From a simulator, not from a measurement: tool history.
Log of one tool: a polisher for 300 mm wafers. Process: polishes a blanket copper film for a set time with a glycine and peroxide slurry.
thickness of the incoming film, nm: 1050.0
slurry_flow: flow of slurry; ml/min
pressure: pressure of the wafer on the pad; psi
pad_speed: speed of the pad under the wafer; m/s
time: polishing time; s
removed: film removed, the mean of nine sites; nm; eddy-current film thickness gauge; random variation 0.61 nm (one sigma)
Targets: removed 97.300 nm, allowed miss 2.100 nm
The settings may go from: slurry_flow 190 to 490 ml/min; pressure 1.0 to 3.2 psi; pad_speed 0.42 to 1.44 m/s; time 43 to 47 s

run,hour,slurry_flow,pressure,pad_speed,time,removed
1,0.0,315,2.1,0.92,47,191.720
2,7.6,315,2.1,0.92,43,175.120
3,13.8,310,1.9,0.88,43,158.130
4,17.9,310,2.1,0.88,43,168.520
5,25.3,310,1.9,0.88,43,157.500
6,26.1,305,1.7,0.84,43,140.100
7,28.4,300,1.6,0.82,43,131.830
8,35.3,275,1.0,0.72,43,90.597
9,41.7,290,1.0,0.72,43,91.207
10,44.4,300,1.0,0.72,43,93.121
11,48.8,310,1.0,0.72,43,91.747

Which of these 5 next moves meets every target?
A,53.2,300,1.1,0.46,45,?
B,53.2,255,1.0,0.80,44,?
C,53.2,490,1.0,0.68,43,?
D,53.2,280,1.2,0.66,45,?
E,53.2,320,1.0,0.88,43,?

move,removed
A,83.493
B,97.475
C,93.094
D,101.780
E,102.500
A: further off than the last run
B: meets every target
C: nearer than the last run, and not there yet
D: takes the result that was furthest off past its target
E: takes the result that was furthest off past its target
The right move is B.
